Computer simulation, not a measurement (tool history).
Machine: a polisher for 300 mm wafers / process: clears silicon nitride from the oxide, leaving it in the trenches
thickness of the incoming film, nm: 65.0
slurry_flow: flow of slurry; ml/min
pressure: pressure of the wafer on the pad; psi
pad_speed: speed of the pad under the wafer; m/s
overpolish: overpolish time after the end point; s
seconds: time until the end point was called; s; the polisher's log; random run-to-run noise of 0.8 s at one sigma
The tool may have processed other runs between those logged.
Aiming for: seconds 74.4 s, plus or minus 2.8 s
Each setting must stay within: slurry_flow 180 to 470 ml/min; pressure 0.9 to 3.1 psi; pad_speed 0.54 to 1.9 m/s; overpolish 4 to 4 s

run,hour,slurry_flow,pressure,pad_speed,overpolish,seconds
1,0,300,2,1.22,4,103.33
2,4.1,300,2.2,1.22,4,94.902
3,12,335,2.2,1.22,4,93.223
4,19.4,335,2.3,1.22,4,90.729
5,27,335,2.4,1.22,4,88.45
6,34.5,335,2.4,1.22,4,89.134
# hour 39.1: worn pad replaced by a new one
7,39.1,335,2.5,1.22,4,80.183
8,39.6,335,2.6,1.22,4,79.148

Exercise: of the 4 proposed moves below, exactly one satisfies all targets within the stated allowed misses. Which move is it?
A,40.1,315,2.5,1.1,4,?
B,40.1,230,2.6,1.2,4,?
C,40.1,280,2.8,1.2,4,?
D,40.1,400,2.7,1,4,?

move,seconds
A,86.978
B,82.291
C,75.839
D,85.696
A: moves away from the targets compared with the last run
B: moves away from the targets compared with the last run
C: meets every target
D: moves away from the targets compared with the last run
C meets every target.
